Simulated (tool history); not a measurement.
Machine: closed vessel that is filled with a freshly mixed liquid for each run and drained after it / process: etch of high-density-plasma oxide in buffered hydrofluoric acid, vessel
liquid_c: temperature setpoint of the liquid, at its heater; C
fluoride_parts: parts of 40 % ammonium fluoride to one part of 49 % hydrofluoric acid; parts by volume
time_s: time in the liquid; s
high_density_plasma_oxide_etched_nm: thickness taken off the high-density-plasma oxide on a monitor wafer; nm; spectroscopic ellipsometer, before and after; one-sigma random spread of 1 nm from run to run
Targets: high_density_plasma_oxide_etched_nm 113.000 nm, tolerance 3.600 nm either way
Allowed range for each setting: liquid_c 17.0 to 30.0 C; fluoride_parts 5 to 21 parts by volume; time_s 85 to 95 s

run  hour  liquid_c  fluoride_parts  time_s  high_density_plasma_oxide_etched_nm
  1   0.0      22.0              13      85                               77.731
  2   8.1      25.5              13      85                               94.261
  3   9.9      25.5              13      85                               93.751
  4  19.0      25.5              13      85                               93.716
  5  26.4      26.0              13      85                               96.153
  6  28.8      26.5              13      85                              100.430
  7  31.1      27.0              13      85                              102.570
  8  38.7      28.0              13      85                              107.280

Next run, 5 choices. One meets every target within its allowed miss, the rest don't. Which?
  A  46.3      25.0              12      90                                    ?
  B  46.3      28.5              15      95                                    ?
  C  46.3      29.0              13      85                                    ?
  D  46.3      29.5              15      90                                    ?
  E  46.3      27.5              13      85                                    ?

move  high_density_plasma_oxide_etched_nm
   A                              105.380
   B                              107.860
   C                              114.000
   D                              107.730
   E                              105.270
A: the biggest miss grows against the last run
B: closer than the last run, but not yet in spec
C: hits every target within its allowed miss
D: closer than the last run, but not yet in spec
E: the biggest miss grows against the last run
Correct choice: C, which meets every target

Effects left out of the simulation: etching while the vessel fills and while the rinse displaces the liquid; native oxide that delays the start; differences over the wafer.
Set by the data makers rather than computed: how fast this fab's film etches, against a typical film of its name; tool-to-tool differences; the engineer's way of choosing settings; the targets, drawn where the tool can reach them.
